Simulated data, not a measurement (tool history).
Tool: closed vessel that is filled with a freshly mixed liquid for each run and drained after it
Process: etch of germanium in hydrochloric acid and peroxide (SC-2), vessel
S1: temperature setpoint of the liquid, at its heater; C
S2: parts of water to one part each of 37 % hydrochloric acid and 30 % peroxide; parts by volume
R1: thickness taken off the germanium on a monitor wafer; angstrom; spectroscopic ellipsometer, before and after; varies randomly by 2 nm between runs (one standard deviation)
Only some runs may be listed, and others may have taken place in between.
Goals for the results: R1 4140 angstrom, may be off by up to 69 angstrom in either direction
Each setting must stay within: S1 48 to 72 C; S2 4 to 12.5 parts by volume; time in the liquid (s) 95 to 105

run 1 hour=0 | S1=64 S2=7 time_in_the_liquid_(s)=95 | R1=3215.6
run 2 hour=1.9 | S1=67.5 S2=7 time_in_the_liquid_(s)=95 | R1=3550.2
run 3 hour=8.7 | S1=69 S2=6.5 time_in_the_liquid_(s)=95 | R1=3709.4
run 4 hour=13.3 | S1=70 S2=6.5 time_in_the_liquid_(s)=95 | R1=3811.2
run 5 hour=17.3 | S1=70 S2=9 time_in_the_liquid_(s)=95 | R1=3733.2
run 6 hour=21.5 | S1=72 S2=9 time_in_the_liquid_(s)=95 | R1=3926.2
run 7 hour=22.9 | S1=72 S2=8.5 time_in_the_liquid_(s)=95 | R1=3939.6
run 8 hour=27.1 | S1=72 S2=8.5 time_in_the_liquid_(s)=95 | R1=3974.5
run 9 hour=29 | S1=72 S2=8 time_in_the_liquid_(s)=95 | R1=3990.4
run 10 hour=33.3 | S1=72 S2=6.5 time_in_the_liquid_(s)=95 | R1=4067.7
run 11 hour=36.1 | S1=72 S2=6 time_in_the_liquid_(s)=95 | R1=4050.9

4 next moves are on the table. One of them brings every result within its allowed miss. Which?
run A hour=38.9 | S1=70.5 S2=6 time_in_the_liquid_(s)=95 | R1=?
run B hour=38.9 | S1=71 S2=6 time_in_the_liquid_(s)=100 | R1=?
run C hour=38.9 | S1=72 S2=7 time_in_the_liquid_(s)=95 | R1=?
run D hour=38.9 | S1=70.5 S2=5.5 time_in_the_liquid_(s)=95 | R1=?

move=A R1=3910.6
move=B R1=4174.5
move=C R1=4034.5
move=D R1=3929.3
A: lands further from the targets than the last run did
B: all results in spec
C: lands further from the targets than the last run did
D: lands further from the targets than the last run did
Move B is the one to make.
